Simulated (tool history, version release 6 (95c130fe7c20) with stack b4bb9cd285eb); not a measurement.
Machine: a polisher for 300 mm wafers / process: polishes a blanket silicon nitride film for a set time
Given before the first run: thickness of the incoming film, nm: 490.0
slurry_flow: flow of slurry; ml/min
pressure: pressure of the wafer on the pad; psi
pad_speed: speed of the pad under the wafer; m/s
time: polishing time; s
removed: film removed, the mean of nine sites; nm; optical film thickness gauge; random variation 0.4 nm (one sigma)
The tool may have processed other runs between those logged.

run	hour	slurry_flow	pressure	pad_speed	time	removed
1	0	175	2.8	1.38	32	64.719
2	4.2	175	2.8	1.6	32	73.136
3	10.6	170	2.6	1.6	32	67.762
4	15.2	165	2.4	1.6	32	62.411
5	16	155	2.3	1.6	32	58.172
6	20.8	155	2.8	1.6	32	71.582
7	24.2	145	2.6	1.6	32	65.867

What does the tool deliver on the next run?
8	29.4	140	2.5	1.6	32	?

{"run 8": {"removed": 63.016}}
